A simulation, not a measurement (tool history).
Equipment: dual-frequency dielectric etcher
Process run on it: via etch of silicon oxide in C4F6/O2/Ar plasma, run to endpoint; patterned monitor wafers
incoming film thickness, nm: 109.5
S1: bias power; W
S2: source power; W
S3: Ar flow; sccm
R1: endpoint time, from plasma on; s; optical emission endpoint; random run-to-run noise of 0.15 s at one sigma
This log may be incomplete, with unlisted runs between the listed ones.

run  hour   S1   S2   S3      R1
  1   0.0  451  330  335  28.236
  2   4.4  494  350  330  26.143
  3   6.6  494  320  330  27.482
  4  10.2  527  330  327  26.188
  5  15.4  527  330  350  26.196
  6  16.5  527  280  350  28.740

Forecast run 7:
     25.6  -- bias power generator calibrated
  7  25.6  554  300  346   ?

R1: 27.392 s

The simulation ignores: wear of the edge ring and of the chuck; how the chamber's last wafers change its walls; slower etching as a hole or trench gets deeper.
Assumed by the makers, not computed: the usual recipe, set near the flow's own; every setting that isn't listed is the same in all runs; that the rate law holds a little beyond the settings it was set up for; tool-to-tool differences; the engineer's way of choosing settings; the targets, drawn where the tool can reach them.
